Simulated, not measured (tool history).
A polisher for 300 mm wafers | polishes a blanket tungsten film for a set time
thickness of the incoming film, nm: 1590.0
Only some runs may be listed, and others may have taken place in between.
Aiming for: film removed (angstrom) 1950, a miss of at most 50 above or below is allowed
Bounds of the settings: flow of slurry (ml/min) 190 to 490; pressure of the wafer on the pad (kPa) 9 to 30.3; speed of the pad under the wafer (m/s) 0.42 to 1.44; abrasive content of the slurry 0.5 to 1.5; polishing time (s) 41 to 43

run,day,flow of slurry (ml/min),pressure of the wafer on the pad (kPa),speed of the pad under the wafer (m/s),abrasive content of the slurry,polishing time (s),film removed (angstrom)
1,0,315,19.3,0.92,1,41,1250.3
2,0.362,315,19.3,1.02,1,41,1374.1
3,0.421,315,21.4,1.02,1,41,1533.3
4,0.754,315,22.8,1.02,1,41,1631.9
5,0.992,315,24.1,1.02,1,41,1711.2
6,1.346,315,24.8,1.02,1,41,1763.9
7,1.525,315,25.5,1.02,1,41,1829.1
8,1.825,315,26.2,1.02,1,41,1875.7

Which one of the following 4 next-run settings gets every result inside its allowed miss? There is exactly one.
A,2.125,320,29,0.88,1.05,41,?
B,2.125,325,24.1,0.92,1.35,42,?
C,2.125,330,26.9,1.04,0.85,42,?
D,2.125,300,26.9,0.94,0.95,41,?

move,film removed (angstrom)
A,1817.7
B,1735.9
C,1937
D,1746.6
A: lands further from the targets than the last run did
B: lands further from the targets than the last run did
C: every result lands within tolerance
D: lands further from the targets than the last run did
Move C is the one to make.
